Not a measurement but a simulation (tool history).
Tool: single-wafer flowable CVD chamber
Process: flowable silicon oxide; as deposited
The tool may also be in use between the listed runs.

run,hour,heater temperature setpoint (deg C),chamber pressure (Pa),RF power (W),deposition time (s),mean film thickness on the monitor wafer (Å)
1,0,100,105.2,2000,588,4074.9
2,2.3,95,105.2,2000,588,4882.1
3,9,91,105.2,2000,588,5660.1
4,12.4,88,105.2,2000,588,6255.7
5,15.1,88,86.5,2000,588,5372.4
6,19.9,85,86.5,2000,588,5928.9
7,22.8,83,86.8,2000,588,6370.1
8,24.5,81,87.1,2000,588,6794.8
9,30.6,80,87.6,2000,588,7010.8
10,38.9,79,88.4,2000,588,7263
11,47.3,78,89.2,2000,588,7507.6
12,49.7,78,89.2,2000,588,7517.6
13,54.3,77,90,2000,588,7777.9

Run 14 has not been measured yet. What should we expect?
14,57.4,77,90.8,2000,588,?

{"run 14": {"mean film thickness on the monitor wafer (Å)": 7839.4}}

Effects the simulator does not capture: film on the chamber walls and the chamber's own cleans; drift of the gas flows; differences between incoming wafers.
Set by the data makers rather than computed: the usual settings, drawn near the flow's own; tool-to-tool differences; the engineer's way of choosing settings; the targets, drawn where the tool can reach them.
